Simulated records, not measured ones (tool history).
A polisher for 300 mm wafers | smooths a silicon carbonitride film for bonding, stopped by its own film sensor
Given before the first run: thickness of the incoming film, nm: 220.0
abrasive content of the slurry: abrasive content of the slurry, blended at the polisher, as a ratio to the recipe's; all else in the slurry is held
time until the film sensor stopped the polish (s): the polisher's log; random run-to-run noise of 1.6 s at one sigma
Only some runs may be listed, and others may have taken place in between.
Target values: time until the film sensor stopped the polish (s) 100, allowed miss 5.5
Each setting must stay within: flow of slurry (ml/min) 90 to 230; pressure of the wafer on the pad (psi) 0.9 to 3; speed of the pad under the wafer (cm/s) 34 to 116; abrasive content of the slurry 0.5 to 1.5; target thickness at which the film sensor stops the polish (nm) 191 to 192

run,hour,flow of slurry (ml/min),pressure of the wafer on the pad (psi),speed of the pad under the wafer (cm/s),abrasive content of the slurry,target thickness at which the film sensor stops the polish (nm),time until the film sensor stopped the polish (s)
1,0,150,1.9,74,1,192,128.56
2,7.5,170,1.9,74,1,192,130.54
3,16.4,170,1.5,74,1,192,162.01
4,22,170,1.5,74,1,191,165.55
5,25.6,170,1.8,76,1,191,140.29
6,28.4,170,2,78,1,191,125.12
7,29.8,170,2.1,78,1,191,118.16
8,31.2,170,2.2,78,1,191,112.92
9,40.1,170,2.3,78,1,191,108.9
10,42.2,170,2.3,78,1,191,106.29

Pick the move, out of 5, that brings all results within their allowed miss; only one does.
A,44.3,180,2,82,1.05,191,?
B,44.3,190,2,84,1.1,191,?
C,44.3,195,2.6,84,0.75,191,?
D,44.3,165,2.2,70,1.15,192,?
E,44.3,180,2.2,74,1.05,191,?

move,time until the film sensor stopped the polish (s)
A,112.86
B,107.92
C,98.095
D,110.55
E,111.98
A: misses by more than the last run did
B: misses by more than the last run did
C: each result inside its tolerance
D: misses by more than the last run did
E: misses by more than the last run did
The right move is C.
